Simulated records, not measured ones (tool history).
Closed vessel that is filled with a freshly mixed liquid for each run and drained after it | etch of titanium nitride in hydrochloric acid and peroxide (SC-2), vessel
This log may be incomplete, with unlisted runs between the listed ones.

run,hour,temperature setpoint of the liquid (°C),parts of water to one part each of 37 % hydrochloric acid and 30 % peroxide (parts by volume),time in the liquid (s),thickness taken off the titanium nitride on a monitor wafer (angstrom)
1,0.0,63.0,11,590,263.51
2,5.5,60.0,11,590,215.49
3,6.4,55.5,11,590,164.16
4,11.4,56.0,11,590,167.64
5,15.5,56.5,11,590,171.27
6,22.9,51.0,11,590,120.08
7,24.4,53.0,11,590,137.59
8,29.8,54.5,11,590,152.71
9,35.0,55.5,11,590,161.39

Expected results for the next run?
10,35.6,56.0,11,590,?

thickness taken off the titanium nitride on a monitor wafer (angstrom): 168.73
